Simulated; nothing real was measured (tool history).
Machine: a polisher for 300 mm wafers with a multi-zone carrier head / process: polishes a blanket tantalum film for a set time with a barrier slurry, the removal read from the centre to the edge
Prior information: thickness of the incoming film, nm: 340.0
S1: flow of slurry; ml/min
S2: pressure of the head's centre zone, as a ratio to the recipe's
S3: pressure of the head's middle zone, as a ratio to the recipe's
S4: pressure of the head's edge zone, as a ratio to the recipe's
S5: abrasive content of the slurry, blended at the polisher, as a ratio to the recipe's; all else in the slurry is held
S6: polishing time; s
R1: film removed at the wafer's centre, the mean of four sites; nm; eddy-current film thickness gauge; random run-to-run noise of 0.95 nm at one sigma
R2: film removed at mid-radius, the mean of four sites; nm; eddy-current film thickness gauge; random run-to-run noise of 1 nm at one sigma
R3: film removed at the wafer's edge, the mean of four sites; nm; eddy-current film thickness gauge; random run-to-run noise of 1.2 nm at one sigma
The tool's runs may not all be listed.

| run | hour | S1 | S2 | S3 | S4 | S5 | S6 | R1 | R2 | R3 |
|---|---|---|---|---|---|---|---|---|---|---|
| 1 | 0.0 | 270 | 1.00 | 1.00 | 1.00 | 1.00 | 71 | 97.239 | 98.640 | 95.155 |
| 2 | 1.9 | 315 | 1.00 | 1.00 | 1.00 | 1.00 | 71 | 99.246 | 98.840 | 97.028 |
| 3 | 8.7 | 315 | 1.00 | 1.00 | 1.00 | 1.10 | 71 | 100.970 | 103.410 | 97.785 |
| 4 | 14.6 | 315 | 1.00 | 1.00 | 0.94 | 1.10 | 71 | 102.140 | 104.570 | 97.166 |
| 5 | 17.8 | 315 | 1.00 | 1.00 | 0.94 | 1.10 | 85 | 122.890 | 122.510 | 113.890 |
| 6 | 25.3 | 310 | 0.97 | 0.99 | 0.93 | 1.00 | 84 | 113.690 | 118.990 | 107.350 |
| 7 | 26.6 | 310 | 0.97 | 0.99 | 0.93 | 1.00 | 84 | 116.110 | 120.520 | 109.290 |
| 8 | 35.5 | 305 | 0.95 | 0.96 | 0.95 | 0.90 | 83 | 107.350 | 109.580 | 106.680 |
| 9 | 37.6 | 300 | 0.93 | 0.94 | 0.94 | 0.85 | 83 | 102.630 | 108.000 | 105.630 |
| 10 | 42.5 | 300 | 0.92 | 0.93 | 0.93 | 0.80 | 83 | 99.672 | 106.730 | 102.240 |
| 11 | 46.9 | 300 | 0.92 | 0.93 | 0.93 | 0.80 | 83 | 102.480 | 106.680 | 103.170 |
| 12 | 54.1 | 275 | 0.82 | 0.83 | 0.86 | 0.55 | 82 | 80.502 | 84.766 | 87.318 |
| 13 | 56.7 | 280 | 0.83 | 0.84 | 0.87 | 0.55 | 82 | 81.032 | 86.565 | 86.352 |
| 14 | 59.5 | 285 | 0.83 | 0.84 | 0.88 | 0.55 | 82 | 81.887 | 86.793 | 86.330 |
|  | 66.4 | worn pad replaced by a new one |
| 15 | 66.4 | 280 | 0.83 | 0.84 | 0.88 | 0.60 | 82 | 90.559 | 95.761 | 99.397 |

Forecast run 16:
| 16 | 70.5 | 280 | 0.83 | 0.84 | 0.88 | 0.60 | 82 | ? | ? | ? |

{"run 16": {"R1": 90.268, "R2": 97.724, "R3": 96.539}}

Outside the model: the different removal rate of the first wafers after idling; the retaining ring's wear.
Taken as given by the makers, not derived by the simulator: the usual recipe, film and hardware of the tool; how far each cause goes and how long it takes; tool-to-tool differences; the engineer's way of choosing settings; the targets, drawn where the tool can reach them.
